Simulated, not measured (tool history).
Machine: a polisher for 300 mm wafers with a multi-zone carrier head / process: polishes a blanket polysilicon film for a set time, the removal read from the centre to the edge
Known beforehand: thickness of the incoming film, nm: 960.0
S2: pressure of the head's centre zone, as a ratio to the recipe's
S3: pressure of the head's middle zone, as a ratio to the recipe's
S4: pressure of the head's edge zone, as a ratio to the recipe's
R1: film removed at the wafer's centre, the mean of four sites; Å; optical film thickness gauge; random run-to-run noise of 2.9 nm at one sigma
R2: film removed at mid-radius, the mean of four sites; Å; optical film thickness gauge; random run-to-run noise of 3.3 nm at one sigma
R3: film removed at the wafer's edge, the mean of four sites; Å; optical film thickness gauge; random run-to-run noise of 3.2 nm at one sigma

run 1 hour=0 | flow_of_slurry_(ml/min)=205 S2=1 S3=1 S4=1 polishing_time_(s)=71 | R1=3406.9 R2=3357.8 R3=3388.7
run 2 hour=7.1 | flow_of_slurry_(ml/min)=205 S2=1 S3=1 S4=1 polishing_time_(s)=61 | R1=2904.6 R2=2834.3 R3=2910.9
run 3 hour=14.2 | flow_of_slurry_(ml/min)=205 S2=1 S3=1 S4=0.92 polishing_time_(s)=61 | R1=2919 R2=2854.1 R3=2802.3
run 4 hour=21.4 | flow_of_slurry_(ml/min)=205 S2=1 S3=1.08 S4=0.92 polishing_time_(s)=61 | R1=2979.3 R2=3086 R3=2867.5
run 5 hour=29.1 | flow_of_slurry_(ml/min)=205 S2=1 S3=1.08 S4=0.92 polishing_time_(s)=78 | R1=3685.4 R2=3913.6 R3=3572.5
run 6 hour=31.5 | flow_of_slurry_(ml/min)=205 S2=1 S3=1.15 S4=0.92 polishing_time_(s)=78 | R1=3762.6 R2=4081.4 R3=3599
run 7 hour=33.6 | flow_of_slurry_(ml/min)=205 S2=1 S3=1.15 S4=0.92 polishing_time_(s)=78 | R1=3727.6 R2=4154.9 R3=3518.9
run 8 hour=38.7 | flow_of_slurry_(ml/min)=200 S2=0.99 S3=1.11 S4=0.94 polishing_time_(s)=77 | R1=3598.4 R2=4008.1 R3=3510.6
run 9 hour=47.4 | flow_of_slurry_(ml/min)=210 S2=0.98 S3=1.07 S4=0.97 polishing_time_(s)=75 | R1=3488.6 R2=3754.6 R3=3532
run 10 hour=55.6 | flow_of_slurry_(ml/min)=210 S2=0.98 S3=1.07 S4=0.97 polishing_time_(s)=75 | R1=3524.3 R2=3742.1 R3=3557.9
run 11 hour=57.3 | flow_of_slurry_(ml/min)=215 S2=0.97 S3=1.04 S4=0.98 polishing_time_(s)=73 | R1=3438 R2=3601 R3=3521.6
run 12 hour=66.2 | flow_of_slurry_(ml/min)=210 S2=0.97 S3=1.01 S4=1 polishing_time_(s)=72 | R1=3365.5 R2=3396.5 R3=3470.3
run 13 hour=72.3 | flow_of_slurry_(ml/min)=160 S2=0.87 S3=0.91 S4=1.04 polishing_time_(s)=68 | R1=2653.1 R2=2816.3 R3=3231.5
run 14 hour=77.7 | flow_of_slurry_(ml/min)=160 S2=0.88 S3=0.9 S4=1.04 polishing_time_(s)=68 | R1=2710.5 R2=2792.3 R3=3254.9

Predict the results of run 15:
run 15 hour=80.6 | flow_of_slurry_(ml/min)=160 S2=0.88 S3=0.89 S4=1.04 polishing_time_(s)=68 | R1=? R2=? R3=?

{"run 15": {"R1": 2707.4, "R2": 2705.4, "R3": 3261.5}}

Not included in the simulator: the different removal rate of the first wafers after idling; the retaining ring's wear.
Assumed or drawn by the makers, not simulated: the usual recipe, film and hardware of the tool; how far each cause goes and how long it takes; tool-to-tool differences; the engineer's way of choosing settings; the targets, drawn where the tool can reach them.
